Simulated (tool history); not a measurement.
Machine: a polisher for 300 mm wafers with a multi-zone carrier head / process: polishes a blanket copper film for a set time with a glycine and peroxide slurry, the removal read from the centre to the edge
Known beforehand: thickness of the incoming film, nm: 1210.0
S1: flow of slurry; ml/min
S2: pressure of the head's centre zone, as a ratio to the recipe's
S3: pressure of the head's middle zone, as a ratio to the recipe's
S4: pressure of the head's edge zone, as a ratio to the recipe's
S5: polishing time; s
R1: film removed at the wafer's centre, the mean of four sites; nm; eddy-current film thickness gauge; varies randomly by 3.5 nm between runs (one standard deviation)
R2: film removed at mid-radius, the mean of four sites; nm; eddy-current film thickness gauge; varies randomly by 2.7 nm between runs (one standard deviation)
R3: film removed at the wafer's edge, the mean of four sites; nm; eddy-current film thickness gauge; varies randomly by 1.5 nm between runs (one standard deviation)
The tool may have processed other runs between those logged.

run 1 day=0.000 | S1=180 S2=1.00 S3=1.00 S4=1.00 S5=54 | R1=318.54 R2=311.68 R3=303.64
run 2 day=0.354 | S1=175 S2=1.00 S3=0.99 S4=0.99 S5=53 | R1=306.51 R2=299.10 R3=293.79
run 3 day=0.442 | S1=170 S2=1.00 S3=0.99 S4=0.97 S5=52 | R1=298.41 R2=287.87 R3=287.16
run 4 day=0.700 | S1=170 S2=1.00 S3=0.99 S4=0.93 S5=52 | R1=288.63 R2=299.10 R3=278.19
run 5 day=0.767 | S1=170 S2=1.00 S3=1.07 S4=0.93 S5=52 | R1=290.23 R2=313.99 R3=280.81
run 6 day=1.088 | S1=195 S2=1.00 S3=1.07 S4=0.93 S5=52 | R1=300.24 R2=322.32 R3=284.05
run 7 day=1.262 | S1=190 S2=1.00 S3=1.05 S4=0.92 S5=51 | R1=297.93 R2=311.50 R3=276.56
run 8 day=1.554 | S1=185 S2=1.00 S3=1.04 S4=0.91 S5=50 | R1=284.02 R2=298.71 R3=269.92
run 9 day=1.854 | S1=185 S2=1.00 S3=1.03 S4=0.90 S5=49 | R1=280.15 R2=295.94 R3=261.35

Run 10 is up next; what results do you expect?
run 10 day=2.217 | S1=180 S2=1.00 S3=1.01 S4=0.90 S5=48 | R1=? R2=? R3=?

{"run 10": {"R1": 269.99, "R2": 276.82, "R3": 258.58}}
